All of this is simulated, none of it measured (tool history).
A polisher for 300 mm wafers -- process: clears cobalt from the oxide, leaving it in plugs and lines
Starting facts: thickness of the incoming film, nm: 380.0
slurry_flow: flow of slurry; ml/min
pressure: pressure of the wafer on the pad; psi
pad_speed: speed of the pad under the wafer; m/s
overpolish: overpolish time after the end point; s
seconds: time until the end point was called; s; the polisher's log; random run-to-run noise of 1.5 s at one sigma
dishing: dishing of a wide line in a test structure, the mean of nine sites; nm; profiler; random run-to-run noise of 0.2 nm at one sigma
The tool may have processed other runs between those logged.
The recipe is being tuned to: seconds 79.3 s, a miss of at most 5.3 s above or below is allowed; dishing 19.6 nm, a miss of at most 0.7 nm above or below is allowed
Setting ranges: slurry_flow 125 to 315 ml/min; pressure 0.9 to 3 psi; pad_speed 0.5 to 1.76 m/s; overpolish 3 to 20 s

run,day,slurry_flow,pressure,pad_speed,overpolish,seconds,dishing
1,0,205,1.9,1.12,10,76.766,34.485
2,0.362,205,1.7,1.12,10,86.882,32.053
3,0.646,205,1.7,1.12,13,80.169,38.509
4,0.675,205,1.7,1.36,13,76.801,41.207
5,0.862,165,1.7,1.36,13,78.602,40.18
6,1.117,160,1.8,1.18,11,80.016,35.104
7,1.146,150,1.9,1.04,9,86.256,29.713
8,1.388,145,2,0.96,8,85.691,27.143
# day 1.521: worn pad replaced by a new one
9,1.521,145,2.1,0.86,7,78.132,26.054
10,1.65,160,2.1,0.8,6,77.615,22.859
11,1.762,215,1.9,0.76,5,82.327,18.395

4 candidate next runs follow, results not yet known. Just one meets every target within its allowed miss. Identify it.
A,1.875,170,1.9,0.64,7,?,?
B,1.875,215,1.6,1.14,5,?,?
C,1.875,200,2.2,0.74,4,?,?
D,1.875,200,2.1,0.5,6,?,?

move,seconds,dishing
A,96.907,22.4
B,79.615,19.953
C,77.431,16.904
D,96.208,19.848
A: takes the biggest miss from the last run beyond its target
B: each result inside its tolerance
C: moves away from the targets compared with the last run
D: meets the target for the result that was furthest off, but another lies outside its allowed miss
Move B is the one to make.

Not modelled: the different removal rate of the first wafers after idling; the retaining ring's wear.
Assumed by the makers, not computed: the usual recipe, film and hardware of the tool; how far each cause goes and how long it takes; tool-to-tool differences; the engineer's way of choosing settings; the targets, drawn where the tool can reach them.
